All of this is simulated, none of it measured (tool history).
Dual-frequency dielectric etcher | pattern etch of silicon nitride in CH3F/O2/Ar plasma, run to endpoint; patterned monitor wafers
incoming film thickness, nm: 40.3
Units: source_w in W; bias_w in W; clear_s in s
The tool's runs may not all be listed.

run  hour  source_w  bias_w  clear_s
  1     0       550      76   46.184
  2   7.9       510      73   48.107
  3  10.5       510      63   51.619
  4  14.9       490      62    52.78
  5  18.7       580      62   50.261
  6  23.6       550      61   51.407
  7  28.8       550      61   51.495
  8  35.8       520      60   52.644
  9    41       500      59   54.037
 10  45.5       490      59   54.128
 11    49       480      59   54.346
 12  52.9       470      59   55.665
 13  60.7       460      59    54.91
 14  68.5       450      59   55.207

Forecast run 15:
 15  76.4       440      59        ?

Run 15 gave clear_s 55.68 s.
